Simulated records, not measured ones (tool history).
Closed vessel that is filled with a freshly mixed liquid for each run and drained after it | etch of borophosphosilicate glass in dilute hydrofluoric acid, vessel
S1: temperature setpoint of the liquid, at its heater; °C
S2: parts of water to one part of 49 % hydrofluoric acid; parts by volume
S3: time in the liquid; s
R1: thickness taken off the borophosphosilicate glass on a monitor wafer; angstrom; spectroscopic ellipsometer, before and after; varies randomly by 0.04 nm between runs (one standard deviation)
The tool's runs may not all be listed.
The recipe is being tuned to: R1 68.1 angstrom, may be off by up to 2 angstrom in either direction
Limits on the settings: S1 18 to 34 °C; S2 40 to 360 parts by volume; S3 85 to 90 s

{"run": 1, "hour": 0.0, "S1": 26, "S2": 200, "S3": 85, "R1": 130.15}
{"run": 2, "hour": 1.5, "S1": 28, "S2": 200, "S3": 85, "R1": 139.98}
{"run": 3, "hour": 9.8, "S1": 26, "S2": 215, "S3": 85, "R1": 119.18}
{"run": 4, "hour": 15.8, "S1": 28, "S2": 215, "S3": 85, "R1": 128.51}
{"run": 5, "hour": 17.9, "S1": 31.5, "S2": 215, "S3": 85, "R1": 143.56}
{"run": 6, "hour": 20.7, "S1": 31.5, "S2": 175, "S3": 85, "R1": 189}
{"run": 7, "hour": 21.2, "S1": 29, "S2": 195, "S3": 85, "R1": 150.13}
{"run": 8, "hour": 26.3, "S1": 27, "S2": 210, "S3": 85, "R1": 126.63}
{"run": 9, "hour": 33.0, "S1": 25.5, "S2": 220, "S3": 85, "R1": 115.18}
{"run": 10, "hour": 34.7, "S1": 24, "S2": 230, "S3": 85, "R1": 101.68}
{"run": 11, "hour": 42.6, "S1": 23, "S2": 235, "S3": 85, "R1": 96.437}

4 next moves are on the table. One of them brings every result within its allowed miss. Which?
{"run": "A", "hour": 50.5, "S1": 19.5, "S2": 290, "S3": 90, "R1": "?"}
{"run": "B", "hour": 50.5, "S1": 18, "S2": 260, "S3": 90, "R1": "?"}
{"run": "C", "hour": 50.5, "S1": 20.5, "S2": 170, "S3": 85, "R1": "?"}
{"run": "D", "hour": 50.5, "S1": 23.5, "S2": 255, "S3": 85, "R1": "?"}

move=A R1=68.284
move=B R1=73.932
move=C R1=128.13
move=D R1=87.694
A: all results land within tolerance of their targets
B: closes in on the targets versus the last run, not all within tolerance yet
C: its largest miss is bigger than the last run's
D: closes in on the targets versus the last run, not all within tolerance yet
The right move is A.
